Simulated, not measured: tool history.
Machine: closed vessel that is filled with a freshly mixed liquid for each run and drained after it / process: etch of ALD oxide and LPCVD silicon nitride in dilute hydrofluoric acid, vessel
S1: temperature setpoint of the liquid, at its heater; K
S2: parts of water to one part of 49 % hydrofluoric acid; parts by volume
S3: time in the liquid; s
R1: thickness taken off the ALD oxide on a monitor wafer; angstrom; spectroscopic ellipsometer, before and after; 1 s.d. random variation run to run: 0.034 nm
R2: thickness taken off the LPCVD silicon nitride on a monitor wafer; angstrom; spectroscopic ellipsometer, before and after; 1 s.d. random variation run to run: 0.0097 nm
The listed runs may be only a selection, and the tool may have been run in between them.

Run 1, hour 0: S1 298.15 K, S2 140 parts by volume, S3 120 s. Result: R1 95.242 angstrom, R2 3.7289 angstrom.
Run 2, hour 7.3: S1 298.15 K, S2 160 parts by volume, S3 120 s. Result: R1 80.53 angstrom, R2 3.4295 angstrom.
Run 3, hour 13.2: S1 298.15 K, S2 160 parts by volume, S3 170 s. Result: R1 113.85 angstrom, R2 4.8159 angstrom.
Run 4, hour 22: S1 296.65 K, S2 185 parts by volume, S3 170 s. Result: R1 91.504 angstrom, R2 3.4474 angstrom.
Run 5, hour 28.9: S1 298.15 K, S2 185 parts by volume, S3 170 s. Result: R1 96.007 angstrom, R2 3.9472 angstrom.
Run 6, hour 32.4: S1 300.15 K, S2 185 parts by volume, S3 170 s. Result: R1 103.09 angstrom, R2 4.7633 angstrom.
Run 7, hour 40.9: S1 299.65 K, S2 205 parts by volume, S3 160 s. Result: R1 84.284 angstrom, R2 3.8774 angstrom.

For run 8, what comes out?
Run 8, hour 43.6: S1 299.15 K, S2 220 parts by volume, S3 150 s. Result: R1 ?, R2 ?.

R1: 70.804 angstrom
R2: 3.2975 angstrom
